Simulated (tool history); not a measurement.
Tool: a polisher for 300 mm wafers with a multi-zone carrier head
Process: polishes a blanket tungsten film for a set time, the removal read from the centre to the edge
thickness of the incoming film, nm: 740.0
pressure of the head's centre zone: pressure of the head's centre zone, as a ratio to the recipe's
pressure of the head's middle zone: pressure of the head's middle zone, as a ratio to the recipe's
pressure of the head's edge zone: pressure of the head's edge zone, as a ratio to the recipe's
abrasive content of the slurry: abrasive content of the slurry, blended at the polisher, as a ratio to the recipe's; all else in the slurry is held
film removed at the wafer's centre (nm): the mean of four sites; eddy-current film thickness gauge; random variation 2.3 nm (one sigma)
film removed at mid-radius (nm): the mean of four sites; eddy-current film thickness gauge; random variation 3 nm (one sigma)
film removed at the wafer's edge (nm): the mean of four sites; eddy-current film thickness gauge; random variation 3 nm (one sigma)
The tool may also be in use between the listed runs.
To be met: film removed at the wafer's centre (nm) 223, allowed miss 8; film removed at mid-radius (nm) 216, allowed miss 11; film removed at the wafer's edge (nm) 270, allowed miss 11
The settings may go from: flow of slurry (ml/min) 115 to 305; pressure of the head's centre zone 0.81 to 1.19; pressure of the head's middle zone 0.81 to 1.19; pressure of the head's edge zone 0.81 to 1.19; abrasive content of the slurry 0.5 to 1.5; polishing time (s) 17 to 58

run	day	flow of slurry (ml/min)	pressure of the head's centre zone	pressure of the head's middle zone	pressure of the head's edge zone	abrasive content of the slurry	polishing time (s)	film removed at the wafer's centre (nm)	film removed at mid-radius (nm)	film removed at the wafer's edge (nm)
1	0	195	1	1	1	1	37	277.96	262.99	280.54
2	0.062	185	0.96	0.96	1.01	0.95	37	261.85	263.21	280.12
3	0.325	185	0.96	0.96	1.01	0.85	37	260.87	248.85	268.78
4	0.525	175	0.94	0.92	1.05	0.8	37	244.55	241.15	277.33
5	0.838	175	0.94	0.92	1.13	0.8	37	250.95	240.97	287.56
6	1.054	170	0.93	0.9	1.12	0.75	37	234.5	233.59	280.9
7	1.204	165	0.93	0.88	1.11	0.75	37	242.88	226.62	276.7
8	1.529	160	0.92	0.87	1.11	0.75	37	231.63	225.51	276.81

5 next moves are on the table. One of them brings every result within its allowed miss. Which?
A	1.854	130	0.93	0.92	1.14	0.8	39	?	?	?
B	1.854	235	0.95	0.97	1.13	0.7	34	?	?	?
C	1.854	175	1.03	0.94	1.1	0.85	34	?	?	?
D	1.854	175	0.91	0.88	1.15	0.65	36	?	?	?
E	1.854	180	0.92	0.98	1	0.95	36	?	?	?

move	film removed at the wafer's centre (nm)	film removed at mid-radius (nm)	film removed at the wafer's edge (nm)
A	240.01	235.63	285.44
B	237.84	235.77	263.63
C	251.04	225.42	258.51
D	227.06	217.6	269.74
E	244.08	252.93	266.51
A: further off than the last run
B: further off than the last run
C: further off than the last run
D: meets every target
E: further off than the last run
The right move is D.
